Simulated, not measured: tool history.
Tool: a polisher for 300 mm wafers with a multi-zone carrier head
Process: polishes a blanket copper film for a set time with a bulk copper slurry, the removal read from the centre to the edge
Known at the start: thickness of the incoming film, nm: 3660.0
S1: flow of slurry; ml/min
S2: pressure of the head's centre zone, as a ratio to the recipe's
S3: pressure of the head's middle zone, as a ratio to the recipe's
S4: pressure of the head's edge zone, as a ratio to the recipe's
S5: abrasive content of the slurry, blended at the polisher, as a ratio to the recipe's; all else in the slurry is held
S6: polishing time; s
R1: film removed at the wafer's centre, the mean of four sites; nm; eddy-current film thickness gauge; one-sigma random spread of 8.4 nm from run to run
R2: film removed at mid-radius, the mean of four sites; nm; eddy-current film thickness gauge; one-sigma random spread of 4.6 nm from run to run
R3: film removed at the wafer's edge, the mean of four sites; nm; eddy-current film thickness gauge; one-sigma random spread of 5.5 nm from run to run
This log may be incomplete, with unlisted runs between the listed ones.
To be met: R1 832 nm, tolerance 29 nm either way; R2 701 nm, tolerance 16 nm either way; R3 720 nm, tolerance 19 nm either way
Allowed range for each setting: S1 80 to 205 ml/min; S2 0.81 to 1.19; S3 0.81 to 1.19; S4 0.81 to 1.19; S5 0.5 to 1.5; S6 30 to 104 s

run,hour,S1,S2,S3,S4,S5,S6,R1,R2,R3
1,0,135,1,1,1,1,67,791.77,781.72,801.16
2,6.2,125,1.02,0.99,0.98,1,67,797.68,751.14,778.59
3,7.8,120,1.04,0.99,0.96,1,67,788.74,749.61,770.83
4,12.2,115,1.07,0.98,0.94,1,67,816.92,730.51,743.88
5,16.6,115,1,0.98,0.94,1,67,760.61,717.86,759.22
6,19.2,115,1.06,0.98,0.94,1,67,808.18,734.28,755.42
7,21.5,110,1.07,0.97,0.93,1,67,798.74,713.93,749.14
8,27.4,110,1.08,0.97,0.92,1,67,809.26,711.66,753.26

Which single option among these 5 for the next run brings every result within its allowed miss of target? Just one does.
A,33.3,110,1.1,1.07,1.13,0.85,65,?,?,?
B,33.3,90,1.07,0.92,0.95,1.1,71,?,?,?
C,33.3,140,1.13,0.97,0.94,0.9,63,?,?,?
D,33.3,120,1.04,0.89,0.96,1.3,64,?,?,?
E,33.3,95,1.05,0.93,0.95,0.95,74,?,?,?

move,R1,R2,R3
A,772.18,731.95,763.03
B,799.82,694.45,773.06
C,834.38,703.02,715.08
D,806.51,691.74,772.49
E,811.75,722.59,791.67
A: its largest miss is bigger than the last run's
B: its largest miss is bigger than the last run's
C: each result inside its tolerance
D: its largest miss is bigger than the last run's
E: its largest miss is bigger than the last run's
C is the move that brings every result within its allowed miss.
